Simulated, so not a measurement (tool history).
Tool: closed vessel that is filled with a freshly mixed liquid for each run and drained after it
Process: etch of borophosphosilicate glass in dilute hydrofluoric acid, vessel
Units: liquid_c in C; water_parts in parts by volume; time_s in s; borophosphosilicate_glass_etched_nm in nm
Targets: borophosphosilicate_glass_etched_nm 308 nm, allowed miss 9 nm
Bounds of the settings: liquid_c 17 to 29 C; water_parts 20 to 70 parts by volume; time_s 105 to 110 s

run,hour,liquid_c,water_parts,time_s,borophosphosilicate_glass_etched_nm
1,0,21,40,105,146.98
2,7.5,21,40,105,145.16
3,8.9,23,35,105,183.98
4,10.9,24.5,35,105,197.77
5,16.1,25.5,35,105,202.36
6,24.2,26.5,30,105,251.01
7,31,27,30,105,252.82
8,37.4,27.5,30,105,261.79
9,43.1,28,30,105,268.51
10,48.7,28.5,30,105,272.39
11,54.8,29,30,105,276.65
12,56.1,29,25,105,333.01
13,63.3,28.5,25,105,328.34
14,68.4,28,25,105,320.42

5 next moves are on the table. One of them brings every result within its allowed miss. Which?
A,73.5,28,25,110,?
B,73.5,27,25,105,?
C,73.5,29,25,105,?
D,73.5,28.5,25,105,?
E,73.5,22,20,110,?

move,borophosphosilicate_glass_etched_nm
A,338.31
B,309.97
C,336.34
D,329.58
E,331.34
A: further off than the last run
B: meets every target
C: further off than the last run
D: further off than the last run
E: further off than the last run
Answer: B
